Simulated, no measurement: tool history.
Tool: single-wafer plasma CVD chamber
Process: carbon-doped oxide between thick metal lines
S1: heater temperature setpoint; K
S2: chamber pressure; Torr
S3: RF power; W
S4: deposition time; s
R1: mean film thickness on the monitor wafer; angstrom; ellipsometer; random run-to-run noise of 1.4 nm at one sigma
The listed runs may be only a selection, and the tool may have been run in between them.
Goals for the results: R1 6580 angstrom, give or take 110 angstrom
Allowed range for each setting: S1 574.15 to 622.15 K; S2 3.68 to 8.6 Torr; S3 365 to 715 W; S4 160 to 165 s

{"run": 1, "day": 0.0, "S1": 598.15, "S2": 6.14, "S3": 540, "S4": 160, "R1": 8218}
{"run": 2, "day": 0.033, "S1": 598.15, "S2": 6.51, "S3": 540, "S4": 160, "R1": 8275.6}
{"run": 3, "day": 0.246, "S1": 594.15, "S2": 6.51, "S3": 540, "S4": 160, "R1": 8393.6}
{"run": 4, "day": 0.612, "S1": 601.15, "S2": 5.97, "S3": 500, "S4": 160, "R1": 7608.1}
{"run": 5, "day": 0.725, "S1": 594.15, "S2": 5.97, "S3": 500, "S4": 160, "R1": 7821.7}
{"run": 6, "day": 0.925, "S1": 594.15, "S2": 4.88, "S3": 500, "S4": 160, "R1": 7659.8}
{"run": 7, "day": 0.954, "S1": 600.15, "S2": 4.48, "S3": 485, "S4": 160, "R1": 7181.5}
{"run": 8, "day": 1.171, "S1": 605.15, "S2": 4.31, "S3": 485, "S4": 160, "R1": 7026.1}
{"run": 9, "day": 1.45, "S1": 609.15, "S2": 4.16, "S3": 485, "S4": 160, "R1": 6893.1}
{"run": 10, "day": 1.604, "S1": 609.15, "S2": 4.16, "S3": 485, "S4": 160, "R1": 6919.8}
{"day": 1.917, "done": "RF generator calibrated"}
{"run": 11, "day": 1.917, "S1": 612.15, "S2": 4.01, "S3": 485, "S4": 160, "R1": 7066.8}
{"run": 12, "day": 1.962, "S1": 612.15, "S2": 3.93, "S3": 470, "S4": 160, "R1": 6889.3}
{"run": 13, "day": 2.1, "S1": 620.15, "S2": 3.68, "S3": 450, "S4": 160, "R1": 6385.5}

Exercise: of the 5 proposed moves below, exactly one satisfies all targets within the stated allowed misses. Which move is it?
{"run": "A", "day": 2.238, "S1": 622.15, "S2": 3.71, "S3": 435, "S4": 160, "R1": "?"}
{"run": "B", "day": 2.238, "S1": 622.15, "S2": 4.07, "S3": 465, "S4": 160, "R1": "?"}
{"run": "C", "day": 2.238, "S1": 622.15, "S2": 3.68, "S3": 475, "S4": 164, "R1": "?"}
{"run": "D", "day": 2.238, "S1": 612.15, "S2": 3.82, "S3": 455, "S4": 165, "R1": "?"}
{"run": "E", "day": 2.238, "S1": 621.15, "S2": 3.73, "S3": 470, "S4": 165, "R1": "?"}

move=A R1=6131.6
move=B R1=6617.1
move=C R1=6827.4
move=D R1=6829.7
move=E R1=6836.4
A: lands further from the targets than the last run did
B: hits every target within its allowed miss
C: takes the result that was furthest off past its target
D: takes the result that was furthest off past its target
E: takes the result that was furthest off past its target
Move B is the one to make.
